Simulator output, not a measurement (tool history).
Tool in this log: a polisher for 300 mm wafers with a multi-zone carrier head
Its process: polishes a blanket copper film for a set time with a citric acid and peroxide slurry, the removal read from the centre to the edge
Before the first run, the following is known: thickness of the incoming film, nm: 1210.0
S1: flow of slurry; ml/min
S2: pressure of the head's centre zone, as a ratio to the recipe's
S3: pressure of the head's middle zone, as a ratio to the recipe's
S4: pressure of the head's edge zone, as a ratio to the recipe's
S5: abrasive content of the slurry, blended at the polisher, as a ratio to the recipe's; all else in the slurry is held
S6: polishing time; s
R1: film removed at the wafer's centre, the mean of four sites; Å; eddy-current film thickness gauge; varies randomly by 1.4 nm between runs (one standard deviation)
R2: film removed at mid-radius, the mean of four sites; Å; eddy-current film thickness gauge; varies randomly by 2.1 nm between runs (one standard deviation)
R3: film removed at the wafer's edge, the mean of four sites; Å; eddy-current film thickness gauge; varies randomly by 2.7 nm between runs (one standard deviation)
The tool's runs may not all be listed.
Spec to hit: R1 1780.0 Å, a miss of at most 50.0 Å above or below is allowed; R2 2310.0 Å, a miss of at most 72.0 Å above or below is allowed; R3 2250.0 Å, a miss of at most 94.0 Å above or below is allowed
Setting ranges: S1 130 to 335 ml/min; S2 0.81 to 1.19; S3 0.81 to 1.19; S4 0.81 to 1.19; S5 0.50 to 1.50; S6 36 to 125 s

run 1 hour=0.0 | S1=215 S2=1.00 S3=1.00 S4=1.00 S5=1.00 S6=80 | R1=1675.4 R2=1688.5 R3=1711.4
run 2 hour=2.2 | S1=220 S2=0.99 S3=1.02 S4=1.02 S5=1.05 S6=81 | R1=1728.9 R2=1748.7 R3=1765.1
run 3 hour=2.8 | S1=210 S2=0.97 S3=1.04 S4=1.04 S5=1.10 S6=82 | R1=1703.2 R2=1824.4 R3=1772.9
run 4 hour=8.7 | S1=210 S2=0.97 S3=1.04 S4=0.96 S5=1.10 S6=82 | R1=1698.5 R2=1804.2 R3=1773.3
run 5 hour=17.7 | S1=205 S2=0.95 S3=1.04 S4=0.97 S5=1.15 S6=83 | R1=1672.6 R2=1883.5 R3=1826.2
run 6 hour=18.9 | S1=210 S2=0.94 S3=1.04 S4=0.97 S5=1.20 S6=84 | R1=1725.8 R2=1904.4 R3=1860.8
run 7 hour=20.0 | S1=205 S2=0.92 S3=1.04 S4=0.97 S5=1.25 S6=85 | R1=1701.2 R2=1924.8 R3=1880.6
run 8 hour=26.7 | S1=205 S2=0.91 S3=1.04 S4=0.97 S5=1.30 S6=86 | R1=1717.1 R2=1942.3 R3=1862.1
run 9 hour=34.9 | S1=205 S2=0.90 S3=1.04 S4=0.97 S5=1.25 S6=88 | R1=1714.5 R2=1981.1 R3=1931.1
run 10 hour=41.7 | S1=200 S2=0.89 S3=1.04 S4=0.97 S5=1.25 S6=89 | R1=1698.2 R2=1976.2 R3=1923.2
run 11 hour=46.7 | S1=195 S2=0.88 S3=1.04 S4=0.97 S5=1.30 S6=90 | R1=1737.4 R2=2053.2 R3=1991.3
run 12 hour=53.8 | S1=190 S2=0.87 S3=1.04 S4=0.97 S5=1.30 S6=91 | R1=1724.8 R2=2054.3 R3=1979.4
run 13 hour=57.0 | S1=250 S2=0.83 S3=1.11 S4=1.07 S5=1.40 S6=91 | R1=1740.1 R2=2195.2 R3=2222.4
run 14 hour=62.8 | S1=250 S2=0.83 S3=1.12 S4=1.07 S5=1.40 S6=91 | R1=1737.4 R2=2214.1 R3=2182.5

Exercise: of the 4 proposed moves below, exactly one satisfies all targets within the stated allowed misses. Which move is it?
run A hour=68.6 | S1=235 S2=0.83 S3=1.19 S4=1.11 S5=1.45 S6=89 | R1=? R2=? R3=?
run B hour=68.6 | S1=300 S2=0.85 S3=1.03 S4=1.12 S5=1.25 S6=91 | R1=? R2=? R3=?
run C hour=68.6 | S1=300 S2=0.81 S3=1.05 S4=1.07 S5=1.35 S6=87 | R1=? R2=? R3=?
run D hour=68.6 | S1=250 S2=0.83 S3=1.12 S4=1.07 S5=1.35 S6=95 | R1=? R2=? R3=?

move=A R1=1684.4 R2=2279.2 R3=2135.0
move=B R1=1758.7 R2=2107.3 R3=2173.9
move=C R1=1624.8 R2=2069.9 R3=2059.8
move=D R1=1785.4 R2=2318.7 R3=2219.0
A: puts the biggest miss on target and leaves a different result outside tolerance
B: moves away from the targets compared with the last run
C: moves away from the targets compared with the last run
D: meets every target
The right move is D.

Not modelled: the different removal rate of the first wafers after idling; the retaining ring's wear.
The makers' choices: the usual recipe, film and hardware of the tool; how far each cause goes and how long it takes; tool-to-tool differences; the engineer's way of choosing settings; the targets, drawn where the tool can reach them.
